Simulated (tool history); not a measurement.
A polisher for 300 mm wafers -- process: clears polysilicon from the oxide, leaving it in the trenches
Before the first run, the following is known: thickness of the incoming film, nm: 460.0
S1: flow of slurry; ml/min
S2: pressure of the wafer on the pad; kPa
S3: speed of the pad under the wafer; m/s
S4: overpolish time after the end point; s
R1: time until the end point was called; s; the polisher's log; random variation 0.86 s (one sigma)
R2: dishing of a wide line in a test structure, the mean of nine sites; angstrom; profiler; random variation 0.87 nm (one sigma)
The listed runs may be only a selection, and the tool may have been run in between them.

Run 1, hour 0.0: S1 295 ml/min, S2 13.1 kPa, S3 1.04 m/s, S4 16 s. Result: R1 54.671 s, R2 610.28 angstrom.
Run 2, hour 3.8: S1 295 ml/min, S2 13.1 kPa, S3 1.04 m/s, S4 12 s. Result: R1 55.222 s, R2 562.65 angstrom.
Run 3, hour 6.9: S1 295 ml/min, S2 14.5 kPa, S3 1.04 m/s, S4 12 s. Result: R1 49.786 s, R2 556.00 angstrom.
Run 4, hour 11.4: S1 295 ml/min, S2 12.4 kPa, S3 0.94 m/s, S4 10 s. Result: R1 64.503 s, R2 429.66 angstrom.
Run 5, hour 16.2: S1 295 ml/min, S2 12.4 kPa, S3 0.94 m/s, S4 14 s. Result: R1 64.193 s, R2 557.34 angstrom.
Run 6, hour 23.9: S1 295 ml/min, S2 12.4 kPa, S3 0.94 m/s, S4 10 s. Result: R1 65.149 s, R2 453.25 angstrom.
Run 7, hour 25.5: S1 295 ml/min, S2 10.3 kPa, S3 0.94 m/s, S4 10 s. Result: R1 77.128 s, R2 421.30 angstrom.
Run 8, hour 32.8: S1 290 ml/min, S2 6.2 kPa, S3 0.94 m/s, S4 8 s. Result: R1 123.860 s, R2 241.21 angstrom.
Run 9, hour 37.3: S1 310 ml/min, S2 8.3 kPa, S3 0.92 m/s, S4 16 s. Result: R1 96.931 s, R2 464.67 angstrom.
Run 10, hour 40.1: S1 295 ml/min, S2 8.3 kPa, S3 0.92 m/s, S4 15 s. Result: R1 96.022 s, R2 456.82 angstrom.

Estimate the outcome of run 11 from the log above:
Run 11, hour 44.4: S1 295 ml/min, S2 8.3 kPa, S3 0.92 m/s, S4 14 s. Result: R1 ?, R2 ?.

R1: 96.171 s
R2: 443.49 angstrom

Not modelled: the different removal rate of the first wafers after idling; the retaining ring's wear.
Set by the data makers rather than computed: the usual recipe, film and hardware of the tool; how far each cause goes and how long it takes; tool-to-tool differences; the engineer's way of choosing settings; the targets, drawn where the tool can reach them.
